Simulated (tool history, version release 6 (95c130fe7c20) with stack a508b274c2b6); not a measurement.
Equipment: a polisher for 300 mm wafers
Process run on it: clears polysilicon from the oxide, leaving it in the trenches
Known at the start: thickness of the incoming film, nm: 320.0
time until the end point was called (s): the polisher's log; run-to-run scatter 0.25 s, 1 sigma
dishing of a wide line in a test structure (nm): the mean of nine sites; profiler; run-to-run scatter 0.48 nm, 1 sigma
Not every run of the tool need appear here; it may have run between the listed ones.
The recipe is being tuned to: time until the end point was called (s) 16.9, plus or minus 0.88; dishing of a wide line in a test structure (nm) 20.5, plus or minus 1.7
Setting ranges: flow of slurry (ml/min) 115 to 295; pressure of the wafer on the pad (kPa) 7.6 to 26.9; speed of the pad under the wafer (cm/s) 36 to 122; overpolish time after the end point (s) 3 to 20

run    day  flow of slurry (ml/min)  pressure of the wafer on the pad (kPa)  speed of the pad under the wafer (cm/s)  overpolish time after the end point (s)  time until the end point was called (s)  dishing of a wide line in a test structure (nm)
  1      0                      190                                    17.2                                       78                                       10                                   28.458                                           22.058
  2  0.275                      190                                    17.2                                       58                                       10                                   38.101                                           22.007
  3  0.388                      190                                    19.3                                       62                                        8                                   32.557                                           22.074
  4  0.729                      190                                    17.2                                       62                                        8                                   34.925                                           21.638
  5  0.921                      190                                    17.2                                       62                                       10                                   34.466                                           21.287
  6  1.075                      210                                    17.2                                       62                                       10                                   35.142                                           21.429
  7  1.254                      230                                    18.6                                       68                                       10                                   29.606                                           22.908
  8  1.329                      180                                    23.4                                       86                                        5                                   19.205                                           22.199
  9  1.633                      135                                    26.9                                       86                                        3                                   17.893                                           19.436
 10  1.804                      140                                    26.9                                       86                                        3                                   17.865                                           20.943

5 candidate next runs follow, results not yet known. Just one meets every target within its allowed miss. Identify it.
  A  1.975                      115                                    22.8                                       98                                        3                                        ?                                                ?
  B  1.975                      120                                    23.4                                       96                                        3                                        ?                                                ?
  C  1.975                      145                                    26.9                                       88                                        3                                        ?                                                ?
  D  1.975                      140                                    26.9                                       72                                        6                                        ?                                                ?
  E  1.975                      190                                    24.8                                       82                                        4                                        ?                                                ?

move  time until the end point was called (s)  dishing of a wide line in a test structure (nm)
   A                                   19.478                                           19.708
   B                                   19.086                                            19.82
   C                                   17.385                                           20.298
   D                                   21.279                                           21.858
   E                                   19.198                                           21.083
A: the biggest miss grows against the last run
B: the biggest miss grows against the last run
C: in spec on every target
D: the biggest miss grows against the last run
E: the biggest miss grows against the last run
C meets every target.

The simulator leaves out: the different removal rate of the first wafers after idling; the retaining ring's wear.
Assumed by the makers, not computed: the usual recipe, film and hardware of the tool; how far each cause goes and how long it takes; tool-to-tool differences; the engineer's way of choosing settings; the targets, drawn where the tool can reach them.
